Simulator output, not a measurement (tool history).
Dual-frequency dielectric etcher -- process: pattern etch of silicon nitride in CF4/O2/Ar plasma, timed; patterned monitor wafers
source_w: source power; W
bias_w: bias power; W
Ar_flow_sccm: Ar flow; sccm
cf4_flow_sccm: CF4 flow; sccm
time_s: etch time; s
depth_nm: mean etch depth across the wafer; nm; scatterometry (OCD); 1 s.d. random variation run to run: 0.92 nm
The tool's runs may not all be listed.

| run | hour | source_w | bias_w | Ar_flow_sccm | cf4_flow_sccm | time_s | depth_nm |
|---|---|---|---|---|---|---|---|
| 1 | 0 | 520 | 61 | 73 | 95 | 148.5 | 326.54 |
| 2 | 4.5 | 450 | 60 | 73 | 95 | 148.5 | 299.34 |
| 3 | 5.3 | 450 | 60 | 73 | 95 | 148.5 | 300.03 |
| 4 | 6.4 | 400 | 56 | 75 | 93 | 148.5 | 270.68 |
| 5 | 8.1 | 400 | 56 | 75 | 83 | 148.5 | 269.71 |
| 6 | 11.7 | 490 | 56 | 75 | 83 | 148.5 | 302.1 |
| 7 | 19.1 | 430 | 54 | 76 | 82 | 148.5 | 275.41 |
| 8 | 28 | 390 | 53 | 76 | 82 | 148.5 | 256.43 |
| 9 | 31.2 | 370 | 53 | 76 | 82 | 148.5 | 250.04 |

Run 10 has not been measured yet. What should we expect?
| 10 | 36.6 | 350 | 53 | 76 | 82 | 148.5 | ? |

Run 10 measured depth_nm 245.26 nm.
